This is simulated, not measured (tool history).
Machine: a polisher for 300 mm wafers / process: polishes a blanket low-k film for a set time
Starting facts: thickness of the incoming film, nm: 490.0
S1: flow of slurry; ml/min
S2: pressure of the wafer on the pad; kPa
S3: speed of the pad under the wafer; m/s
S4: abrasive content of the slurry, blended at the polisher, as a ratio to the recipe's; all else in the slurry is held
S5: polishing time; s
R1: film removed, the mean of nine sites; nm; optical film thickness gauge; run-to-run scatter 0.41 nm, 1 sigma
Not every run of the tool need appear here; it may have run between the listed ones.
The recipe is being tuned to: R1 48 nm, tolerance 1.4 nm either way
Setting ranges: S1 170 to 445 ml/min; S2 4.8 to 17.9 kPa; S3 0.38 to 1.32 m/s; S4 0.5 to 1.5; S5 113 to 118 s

run,hour,S1,S2,S3,S4,S5,R1
1,0,285,11,0.84,1,113,30.822
2,8.6,285,11.7,0.84,1,113,32.456
3,17.2,285,11.7,0.84,1.15,113,33.898
4,19.8,285,11.7,0.84,0.95,113,32.503
5,21.6,285,12.4,0.84,0.95,113,33.81
6,24,285,13.1,0.84,0.95,113,35.634
7,28.7,285,13.8,0.84,0.95,113,37.654
8,34,285,14.5,0.84,0.95,113,39.821
9,36.4,290,15.9,0.84,0.95,113,43.391

Consider the 4 candidate settings below. Which is the only one whose results all fall within their allowed miss of target?
A,38.8,325,15.9,0.94,1,118,?
B,38.8,300,15.9,0.86,1.1,115,?
C,38.8,275,13.1,1,1.1,114,?
D,38.8,290,16.5,1,0.9,117,?

move,R1
A,50.98
B,47.766
C,44.012
D,52.539
A: moves the result that the last run missed by most past its target, out the other side
B: meets every target
C: better than the last run, though not everything is in spec
D: moves the result that the last run missed by most past its target, out the other side
Answer: B

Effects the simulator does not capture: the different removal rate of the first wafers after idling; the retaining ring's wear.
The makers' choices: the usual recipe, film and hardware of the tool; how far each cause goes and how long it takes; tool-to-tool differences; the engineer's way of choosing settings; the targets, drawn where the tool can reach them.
